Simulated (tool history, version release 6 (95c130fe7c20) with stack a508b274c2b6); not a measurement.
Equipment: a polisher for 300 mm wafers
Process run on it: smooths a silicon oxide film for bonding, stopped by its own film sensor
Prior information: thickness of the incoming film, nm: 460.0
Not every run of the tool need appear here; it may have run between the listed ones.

run	hour	flow of slurry (ml/min)	pressure of the wafer on the pad (psi)	speed of the pad under the wafer (cm/s)	abrasive content of the slurry	target thickness at which the film sensor stops the polish (nm)	time until the film sensor stopped the polish (s)
1	0.0	290	2.7	94	1.0	388	82.864
2	3.2	330	2.7	94	1.0	388	83.367
3	5.2	330	2.7	94	0.8	388	88.371
4	11.4	330	2.8	94	0.8	388	86.089
5	13.7	330	2.9	94	0.8	388	85.059
6	18.8	330	3.0	94	0.8	388	80.652

What does the tool deliver on the next run?
7	23.8	330	3.1	94	0.8	388	?

Logged for run 7: time until the film sensor stopped the polish (s) 79.520.

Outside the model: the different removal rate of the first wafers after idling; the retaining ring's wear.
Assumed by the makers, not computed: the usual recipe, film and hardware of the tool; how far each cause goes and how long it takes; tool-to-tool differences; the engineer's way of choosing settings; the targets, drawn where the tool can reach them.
